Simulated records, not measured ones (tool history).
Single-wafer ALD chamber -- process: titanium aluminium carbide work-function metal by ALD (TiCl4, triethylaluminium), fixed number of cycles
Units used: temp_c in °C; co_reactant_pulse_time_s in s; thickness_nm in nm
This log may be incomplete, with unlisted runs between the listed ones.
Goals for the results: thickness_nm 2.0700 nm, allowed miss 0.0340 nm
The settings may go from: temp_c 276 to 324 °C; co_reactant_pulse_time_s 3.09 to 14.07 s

run	hour	temp_c	co_reactant_pulse_time_s	thickness_nm
1	0.0	300	8.58	2.2603
2	6.1	307	8.58	2.3075
3	14.2	317	8.58	2.4239
4	20.8	307	8.58	2.3229
5	27.6	300	8.09	2.2418
6	32.6	304	8.09	2.2919
7	37.3	297	7.43	2.2016
8	39.0	293	7.04	2.1477

Of the 4 settings listed for the next run, only one would bring every result within its allowed miss of target. Which one?
A	40.7	284	7.30	?
B	40.7	286	4.58	?
C	40.7	289	4.82	?
D	40.7	290	7.46	?

move	thickness_nm
A	2.0781
B	1.9648
C	2.0063
D	2.1396
A: hits every target within its allowed miss
B: takes the result that was furthest off past its target
C: takes the result that was furthest off past its target
D: closes in on the targets versus the last run, not all within tolerance yet
The move that meets every target is A.
